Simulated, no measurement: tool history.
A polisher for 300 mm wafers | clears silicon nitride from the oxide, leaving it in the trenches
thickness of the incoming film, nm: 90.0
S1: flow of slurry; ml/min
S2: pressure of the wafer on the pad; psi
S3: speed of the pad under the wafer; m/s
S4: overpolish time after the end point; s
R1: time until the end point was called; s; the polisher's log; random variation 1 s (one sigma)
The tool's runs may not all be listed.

{"run": 1, "day": 0.0, "S1": 230, "S2": 1.7, "S3": 1.12, "S4": 10, "R1": 178.3}
{"run": 2, "day": 0.212, "S1": 230, "S2": 1.9, "S3": 1.12, "S4": 10, "R1": 159.4}
{"run": 3, "day": 0.467, "S1": 230, "S2": 2.2, "S3": 1.12, "S4": 10, "R1": 142.18}
{"run": 4, "day": 0.746, "S1": 230, "S2": 2.4, "S3": 1.16, "S4": 10, "R1": 125.51}
{"run": 5, "day": 0.8, "S1": 230, "S2": 2.5, "S3": 1.2, "S4": 10, "R1": 114.9}
{"run": 6, "day": 0.996, "S1": 230, "S2": 2.6, "S3": 1.22, "S4": 10, "R1": 109.62}

Forecast run 7:
{"run": 7, "day": 1.346, "S1": 230, "S2": 2.6, "S3": 1.24, "S4": 10, "R1": "?"}

{"run 7": {"R1": 109.58}}
